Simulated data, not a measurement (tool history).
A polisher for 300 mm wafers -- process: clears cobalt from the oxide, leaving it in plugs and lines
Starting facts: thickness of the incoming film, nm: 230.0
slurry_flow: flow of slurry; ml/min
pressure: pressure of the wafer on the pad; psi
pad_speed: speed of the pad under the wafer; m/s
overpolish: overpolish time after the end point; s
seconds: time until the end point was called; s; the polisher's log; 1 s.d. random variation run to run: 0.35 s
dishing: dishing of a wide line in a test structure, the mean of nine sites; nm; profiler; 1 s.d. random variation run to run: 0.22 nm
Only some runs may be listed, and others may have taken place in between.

run  hour  slurry_flow  pressure  pad_speed  overpolish  seconds  dishing
  1   0.0          315       2.4       1.18          15   28.776   30.486
  2   1.5          315       2.4       1.48          15   22.516   31.029
  3   2.9          290       2.1       1.54          13   24.731   31.056
  4   5.1          290       2.1       1.82          13   20.042   30.534
  5   8.7          335       1.9       1.80          11   22.456   30.192
  6  12.9          335       2.4       1.80          11   18.746   30.844
  7  21.6          320       2.1       1.78           9   20.776   29.359
  8  28.7          290       1.9       1.74           8   22.979   28.683

Predict the results of run 9:
  9  36.8          270       1.7       1.72           7        ?        ?

seconds: 25.327 s
dishing: 26.126 nm

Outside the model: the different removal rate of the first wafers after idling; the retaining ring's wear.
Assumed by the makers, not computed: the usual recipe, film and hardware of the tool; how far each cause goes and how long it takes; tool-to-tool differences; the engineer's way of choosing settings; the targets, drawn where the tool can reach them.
